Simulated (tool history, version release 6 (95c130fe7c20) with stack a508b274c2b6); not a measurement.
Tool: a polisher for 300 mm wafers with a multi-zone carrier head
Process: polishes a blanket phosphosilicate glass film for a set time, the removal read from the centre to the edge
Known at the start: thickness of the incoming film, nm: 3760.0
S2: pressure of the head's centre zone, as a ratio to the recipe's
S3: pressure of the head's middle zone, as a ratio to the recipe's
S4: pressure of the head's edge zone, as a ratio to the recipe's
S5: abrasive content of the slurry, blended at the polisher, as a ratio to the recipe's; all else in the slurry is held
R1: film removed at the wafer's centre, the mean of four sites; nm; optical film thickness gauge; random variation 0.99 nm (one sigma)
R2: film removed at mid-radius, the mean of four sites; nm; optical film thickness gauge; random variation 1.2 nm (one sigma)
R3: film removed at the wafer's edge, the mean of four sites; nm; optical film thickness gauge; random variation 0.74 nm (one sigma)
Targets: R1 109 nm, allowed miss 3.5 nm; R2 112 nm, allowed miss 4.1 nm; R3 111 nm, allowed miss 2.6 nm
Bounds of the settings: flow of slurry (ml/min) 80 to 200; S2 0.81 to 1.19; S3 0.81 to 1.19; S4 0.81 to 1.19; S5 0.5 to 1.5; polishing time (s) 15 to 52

{"run": 1, "hour": 0.0, "flow of slurry (ml/min)": 130, "S2": 1, "S3": 1, "S4": 1, "S5": 1, "polishing time (s)": 33, "R1": 216.98, "R2": 217.49, "R3": 217.63}
{"run": 2, "hour": 2.4, "flow of slurry (ml/min)": 150, "S2": 1, "S3": 1, "S4": 1, "S5": 1, "polishing time (s)": 33, "R1": 224.48, "R2": 228.59, "R3": 220.2}
{"run": 3, "hour": 5.5, "flow of slurry (ml/min)": 150, "S2": 1, "S3": 1, "S4": 0.95, "S5": 1, "polishing time (s)": 33, "R1": 225.28, "R2": 230.44, "R3": 219.77}
{"run": 4, "hour": 9.4, "flow of slurry (ml/min)": 145, "S2": 0.99, "S3": 0.99, "S4": 0.94, "S5": 0.85, "polishing time (s)": 29, "R1": 182.89, "R2": 184.32, "R3": 176}
{"run": 5, "hour": 14.6, "flow of slurry (ml/min)": 145, "S2": 0.93, "S3": 0.99, "S4": 0.94, "S5": 0.85, "polishing time (s)": 29, "R1": 173.32, "R2": 184.49, "R3": 179.78}
{"run": 6, "hour": 21.2, "flow of slurry (ml/min)": 145, "S2": 0.93, "S3": 1.07, "S4": 0.94, "S5": 0.85, "polishing time (s)": 29, "R1": 173.53, "R2": 195.37, "R3": 177.49}
{"run": 7, "hour": 27.5, "flow of slurry (ml/min)": 110, "S2": 0.93, "S3": 0.97, "S4": 0.84, "S5": 0.6, "polishing time (s)": 20, "R1": 96.519, "R2": 101.84, "R3": 97.628}
{"run": 8, "hour": 34.8, "flow of slurry (ml/min)": 145, "S2": 0.92, "S3": 0.95, "S4": 0.93, "S5": 0.6, "polishing time (s)": 20, "R1": 102.54, "R2": 108.47, "R3": 106.39}
{"run": 9, "hour": 36.1, "flow of slurry (ml/min)": 150, "S2": 0.92, "S3": 0.95, "S4": 0.94, "S5": 0.6, "polishing time (s)": 20, "R1": 105.36, "R2": 108.94, "R3": 108.56}
{"run": 10, "hour": 44.8, "flow of slurry (ml/min)": 155, "S2": 0.92, "S3": 0.95, "S4": 0.94, "S5": 0.6, "polishing time (s)": 20, "R1": 104.66, "R2": 110.23, "R3": 108.14}

5 next moves are on the table. One of them brings every result within its allowed miss. Which?
{"run": "A", "hour": 53.5, "flow of slurry (ml/min)": 155, "S2": 0.94, "S3": 0.95, "S4": 0.95, "S5": 0.5, "polishing time (s)": 22, "R1": "?", "R2": "?", "R3": "?"}
{"run": "B", "hour": 53.5, "flow of slurry (ml/min)": 145, "S2": 0.96, "S3": 1.01, "S4": 0.95, "S5": 0.5, "polishing time (s)": 21, "R1": "?", "R2": "?", "R3": "?"}
{"run": "C", "hour": 53.5, "flow of slurry (ml/min)": 155, "S2": 0.86, "S3": 0.93, "S4": 0.82, "S5": 0.7, "polishing time (s)": 19, "R1": "?", "R2": "?", "R3": "?"}
{"run": "D", "hour": 53.5, "flow of slurry (ml/min)": 185, "S2": 0.98, "S3": 0.97, "S4": 0.91, "S5": 0.7, "polishing time (s)": 18, "R1": "?", "R2": "?", "R3": "?"}
{"run": "E", "hour": 53.5, "flow of slurry (ml/min)": 160, "S2": 0.89, "S3": 0.99, "S4": 1, "S5": 0.55, "polishing time (s)": 20, "R1": "?", "R2": "?", "R3": "?"}

move=A R1=109.09 R2=110.98 R3=111.77
move=B R1=104.59 R2=110.01 R3=105.55
move=C R1=98.9 R2=107.34 R3=102.89
move=D R1=109.53 R2=108.67 R3=104.5
move=E R1=98.568 R2=109.07 R3=108.48
A: meets every target
B: further off than the last run
C: further off than the last run
D: brings the result that was furthest off to its target, and leaves another outside
E: further off than the last run
Answer: A
